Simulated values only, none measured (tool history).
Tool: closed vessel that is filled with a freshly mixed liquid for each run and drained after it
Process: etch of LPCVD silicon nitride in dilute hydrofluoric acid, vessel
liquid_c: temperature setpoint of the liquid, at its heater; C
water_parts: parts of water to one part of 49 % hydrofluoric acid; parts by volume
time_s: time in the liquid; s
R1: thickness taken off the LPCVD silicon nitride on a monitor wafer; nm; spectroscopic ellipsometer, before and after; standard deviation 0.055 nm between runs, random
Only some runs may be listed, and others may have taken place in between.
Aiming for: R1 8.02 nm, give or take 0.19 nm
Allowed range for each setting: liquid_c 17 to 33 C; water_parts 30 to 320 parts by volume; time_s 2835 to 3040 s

{"run": 1, "hour": 0.0, "liquid_c": 25, "water_parts": 175, "time_s": 2835, "R1": 9.3238}
{"run": 2, "hour": 2.5, "liquid_c": 25, "water_parts": 215, "time_s": 2835, "R1": 7.5341}
{"run": 3, "hour": 10.4, "liquid_c": 25.5, "water_parts": 215, "time_s": 2835, "R1": 7.7204}
{"run": 4, "hour": 18.0, "liquid_c": 25.5, "water_parts": 275, "time_s": 2835, "R1": 6.1325}
{"run": 5, "hour": 27.5, "liquid_c": 26, "water_parts": 275, "time_s": 2835, "R1": 6.2494}
{"run": 6, "hour": 32.2, "liquid_c": 26, "water_parts": 275, "time_s": 3040, "R1": 6.6988}
{"run": 7, "hour": 34.7, "liquid_c": 26.5, "water_parts": 275, "time_s": 3040, "R1": 6.9426}
{"run": 8, "hour": 38.4, "liquid_c": 27, "water_parts": 275, "time_s": 3040, "R1": 7.1566}
{"run": 9, "hour": 43.1, "liquid_c": 27.5, "water_parts": 275, "time_s": 3040, "R1": 7.3549}

Which of these 4 next moves meets every target?
{"run": "A", "hour": 47.8, "liquid_c": 29, "water_parts": 245, "time_s": 2850, "R1": "?"}
{"run": "B", "hour": 47.8, "liquid_c": 27.5, "water_parts": 260, "time_s": 2990, "R1": "?"}
{"run": "C", "hour": 47.8, "liquid_c": 29, "water_parts": 255, "time_s": 2835, "R1": "?"}
{"run": "D", "hour": 47.8, "liquid_c": 30, "water_parts": 275, "time_s": 2990, "R1": "?"}

move=A R1=8.4424
move=B R1=7.6265
move=C R1=8.0625
move=D R1=8.3455
A: moves the result that the last run missed by most past its target, out the other side
B: moves toward the targets from the last run without getting all of them in spec
C: hits every target within its allowed miss
D: moves the result that the last run missed by most past its target, out the other side
The right move is C.

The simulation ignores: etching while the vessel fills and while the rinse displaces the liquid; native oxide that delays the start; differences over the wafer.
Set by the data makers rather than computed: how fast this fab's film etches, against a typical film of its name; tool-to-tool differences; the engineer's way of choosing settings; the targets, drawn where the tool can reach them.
